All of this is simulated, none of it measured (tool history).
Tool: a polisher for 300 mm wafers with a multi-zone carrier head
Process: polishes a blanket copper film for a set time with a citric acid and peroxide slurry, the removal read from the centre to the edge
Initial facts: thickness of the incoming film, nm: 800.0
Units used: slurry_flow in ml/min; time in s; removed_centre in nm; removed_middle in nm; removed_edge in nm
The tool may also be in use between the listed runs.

run,hour,slurry_flow,centre_zone,middle_zone,edge_zone,slurry_solids,time,removed_centre,removed_middle,removed_edge
1,0.0,175,1.00,1.00,1.00,1.00,81,243.89,243.13,248.42
2,2.8,170,0.99,0.97,0.99,0.95,81,234.44,234.95,234.10
3,11.3,170,0.99,0.97,0.99,0.80,81,222.57,223.26,231.93
4,20.0,170,0.99,0.97,0.99,1.00,81,236.83,238.58,237.51
5,28.1,170,0.99,0.97,0.93,1.00,81,236.86,239.26,234.70
6,29.4,165,0.99,0.95,0.96,0.95,81,232.21,227.99,237.70

The next listed run, before its measurement:
7,33.4,165,0.99,0.93,0.95,0.95,81,?,?,?

For run 7 the tool returned removed_centre 235.74 nm, removed_middle 224.93 nm, removed_edge 232.80 nm.

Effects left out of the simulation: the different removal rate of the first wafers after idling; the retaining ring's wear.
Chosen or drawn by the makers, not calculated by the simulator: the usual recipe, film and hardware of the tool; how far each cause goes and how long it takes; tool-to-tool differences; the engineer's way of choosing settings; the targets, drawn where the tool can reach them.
